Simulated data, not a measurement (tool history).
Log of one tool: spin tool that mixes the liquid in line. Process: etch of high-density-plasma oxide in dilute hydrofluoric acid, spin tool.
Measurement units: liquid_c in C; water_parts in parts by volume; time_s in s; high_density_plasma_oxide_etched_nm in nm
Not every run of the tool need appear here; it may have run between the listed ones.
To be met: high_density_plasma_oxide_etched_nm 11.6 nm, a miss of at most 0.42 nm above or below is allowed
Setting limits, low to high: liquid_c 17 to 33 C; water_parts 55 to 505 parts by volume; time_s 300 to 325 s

run,day,liquid_c,water_parts,time_s,high_density_plasma_oxide_etched_nm
1,0,25,280,300,6.8254
2,0.096,27,260,300,7.8871
3,0.229,28.5,260,300,8.1431
4,0.283,29.5,240,300,9.2311
5,0.525,29.5,240,300,9.37
6,0.821,30.5,230,300,10.475
7,1.125,31,230,300,10.426
8,1.188,33,215,300,11.989
9,1.35,32.5,215,300,12.106
10,1.471,31,220,300,11.107

4 candidate next runs follow, results not yet known. Just one meets every target within its allowed miss. Identify it.
A,1.592,31.5,235,300,?
B,1.592,31,230,300,?
C,1.592,29,215,325,?
D,1.592,28,205,300,?

move,high_density_plasma_oxide_etched_nm
A,10.459
B,10.574
C,11.656
D,11.026
A: further off than the last run
B: further off than the last run
C: all results land within tolerance of their targets
D: further off than the last run
Answer: C
